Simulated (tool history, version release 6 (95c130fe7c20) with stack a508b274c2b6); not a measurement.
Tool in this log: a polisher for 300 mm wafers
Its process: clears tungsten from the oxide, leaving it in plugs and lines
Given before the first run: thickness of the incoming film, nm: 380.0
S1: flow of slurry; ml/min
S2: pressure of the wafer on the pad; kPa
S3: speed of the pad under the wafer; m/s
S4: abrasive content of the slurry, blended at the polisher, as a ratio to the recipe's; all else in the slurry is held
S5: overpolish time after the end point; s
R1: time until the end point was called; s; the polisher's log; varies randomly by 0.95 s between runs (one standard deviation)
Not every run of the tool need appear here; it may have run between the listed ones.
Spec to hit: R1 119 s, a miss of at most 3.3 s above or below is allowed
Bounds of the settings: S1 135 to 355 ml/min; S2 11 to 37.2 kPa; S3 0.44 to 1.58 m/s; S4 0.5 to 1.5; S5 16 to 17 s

Run 1, day 0: S1 225 ml/min, S2 24.1 kPa, S3 1 m/s, S4 1, S5 16 s. Result: R1 74.984 s.
Run 2, day 0.188: S1 225 ml/min, S2 24.1 kPa, S3 1.24 m/s, S4 1, S5 16 s. Result: R1 62.152 s.
Run 3, day 0.212: S1 225 ml/min, S2 24.1 kPa, S3 1.24 m/s, S4 1.2, S5 16 s. Result: R1 58.761 s.
Run 4, day 0.304: S1 225 ml/min, S2 20 kPa, S3 1.24 m/s, S4 1.2, S5 16 s. Result: R1 71.078 s.
Run 5, day 0.521: S1 225 ml/min, S2 20 kPa, S3 1.08 m/s, S4 1.2, S5 16 s. Result: R1 80.875 s.
Run 6, day 0.708: S1 225 ml/min, S2 20 kPa, S3 1.26 m/s, S4 1.2, S5 16 s. Result: R1 68.396 s.
Run 7, day 0.796: S1 220 ml/min, S2 17.2 kPa, S3 1.2 m/s, S4 1.2, S5 16 s. Result: R1 84.688 s.
Run 8, day 1.017: S1 210 ml/min, S2 15.2 kPa, S3 1.2 m/s, S4 1.2, S5 16 s. Result: R1 96.486 s.
Run 9, day 1.212: S1 195 ml/min, S2 14.5 kPa, S3 1.2 m/s, S4 1.2, S5 16 s. Result: R1 101.59 s.
Run 10, day 1.383: S1 180 ml/min, S2 13.8 kPa, S3 1.2 m/s, S4 1.2, S5 16 s. Result: R1 106.55 s.
Run 11, day 1.425: S1 170 ml/min, S2 13.1 kPa, S3 1.2 m/s, S4 1.2, S5 16 s. Result: R1 114.07 s.
Run 12, day 1.454: S1 165 ml/min, S2 13.1 kPa, S3 1.2 m/s, S4 1.2, S5 16 s. Result: R1 114.15 s.

Of the 4 settings listed for the next run, only one would bring every result within its allowed miss of target. Which one?
Run A, day 1.483: S1 155 ml/min, S2 16.5 kPa, S3 1.04 m/s, S4 1, S5 16 s. Result: R1 ?.
Run B, day 1.483: S1 150 ml/min, S2 13.1 kPa, S3 1.24 m/s, S4 1.25, S5 16 s. Result: R1 ?.
Run C, day 1.483: S1 170 ml/min, S2 11.7 kPa, S3 1.24 m/s, S4 1.3, S5 17 s. Result: R1 ?.
Run D, day 1.483: S1 135 ml/min, S2 13.1 kPa, S3 1.3 m/s, S4 1.15, S5 17 s. Result: R1 ?.

move      R1
   A  111.15
   B  112.33
   C   120.5
   D  112.64
A: moves away from the targets compared with the last run
B: moves away from the targets compared with the last run
C: all results in spec
D: moves away from the targets compared with the last run
So the answer is move C, the one that meets all the targets.
